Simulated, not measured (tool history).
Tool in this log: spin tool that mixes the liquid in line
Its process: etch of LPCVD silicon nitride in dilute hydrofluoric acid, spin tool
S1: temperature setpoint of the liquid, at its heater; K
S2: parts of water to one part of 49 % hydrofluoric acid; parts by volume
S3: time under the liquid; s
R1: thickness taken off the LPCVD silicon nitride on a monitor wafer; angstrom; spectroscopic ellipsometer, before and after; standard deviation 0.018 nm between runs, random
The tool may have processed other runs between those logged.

| run | day | S1 | S2 | S3 | R1 |
|---|---|---|---|---|---|
| 1 | 0 | 297.15 | 90 | 60 | 3.3087 |
| 2 | 0.1 | 298.65 | 80 | 60 | 3.9912 |
| 3 | 0.129 | 299.65 | 75 | 60 | 4.5167 |
| 4 | 0.229 | 300.65 | 70 | 60 | 5.3707 |
| 5 | 0.454 | 300.65 | 45 | 60 | 8.5387 |
| 6 | 0.717 | 302.65 | 45 | 60 | 9.4807 |
| 7 | 1.058 | 302.15 | 45 | 60 | 9.2205 |
| 8 | 1.129 | 301.65 | 45 | 60 | 8.8198 |

Estimate the outcome of run 9 from the log above:
| 9 | 1.471 | 301.15 | 45 | 60 | ? |

For run 9 the tool returned R1 8.994 angstrom.

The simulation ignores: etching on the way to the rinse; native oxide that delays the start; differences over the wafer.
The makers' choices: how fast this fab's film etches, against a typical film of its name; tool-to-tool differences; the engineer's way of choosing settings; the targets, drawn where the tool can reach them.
